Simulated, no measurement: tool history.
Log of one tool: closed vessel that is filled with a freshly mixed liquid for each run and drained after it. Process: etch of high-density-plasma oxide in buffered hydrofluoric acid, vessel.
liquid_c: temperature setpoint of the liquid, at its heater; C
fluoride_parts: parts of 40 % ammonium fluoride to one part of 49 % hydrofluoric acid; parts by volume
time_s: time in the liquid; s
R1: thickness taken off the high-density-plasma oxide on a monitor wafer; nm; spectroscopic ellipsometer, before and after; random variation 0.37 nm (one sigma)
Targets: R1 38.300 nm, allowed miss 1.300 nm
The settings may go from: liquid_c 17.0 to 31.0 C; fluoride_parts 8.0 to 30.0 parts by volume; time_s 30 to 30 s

run 1 day=0.000 | liquid_c=23.0 fluoride_parts=21.5 time_s=30 | R1=32.069
run 2 day=0.267 | liquid_c=23.0 fluoride_parts=17.0 time_s=30 | R1=40.257
run 3 day=0.362 | liquid_c=23.0 fluoride_parts=14.5 time_s=30 | R1=46.070
run 4 day=0.550 | liquid_c=23.0 fluoride_parts=10.0 time_s=30 | R1=66.814
run 5 day=0.588 | liquid_c=22.5 fluoride_parts=10.5 time_s=30 | R1=61.857
run 6 day=0.967 | liquid_c=22.0 fluoride_parts=11.0 time_s=30 | R1=57.525
run 7 day=1.242 | liquid_c=21.5 fluoride_parts=11.5 time_s=30 | R1=54.602
run 8 day=1.462 | liquid_c=17.5 fluoride_parts=15.0 time_s=30 | R1=33.181
run 9 day=1.529 | liquid_c=18.0 fluoride_parts=15.0 time_s=30 | R1=34.777
run 10 day=1.788 | liquid_c=19.0 fluoride_parts=15.0 time_s=30 | R1=35.861

Which of these 5 next moves meets every target?
run A day=2.046 | liquid_c=18.5 fluoride_parts=13.0 time_s=30 | R1=?
run B day=2.046 | liquid_c=19.0 fluoride_parts=13.0 time_s=30 | R1=?
run C day=2.046 | liquid_c=19.5 fluoride_parts=13.5 time_s=30 | R1=?
run D day=2.046 | liquid_c=18.0 fluoride_parts=13.5 time_s=30 | R1=?
run E day=2.046 | liquid_c=18.5 fluoride_parts=15.5 time_s=30 | R1=?

move=A R1=41.155
move=B R1=42.335
move=C R1=41.961
move=D R1=38.551
move=E R1=34.622
A: takes the result that was furthest off past its target
B: takes the result that was furthest off past its target
C: takes the result that was furthest off past its target
D: meets every target
E: further off than the last run
Move D is the one to make.

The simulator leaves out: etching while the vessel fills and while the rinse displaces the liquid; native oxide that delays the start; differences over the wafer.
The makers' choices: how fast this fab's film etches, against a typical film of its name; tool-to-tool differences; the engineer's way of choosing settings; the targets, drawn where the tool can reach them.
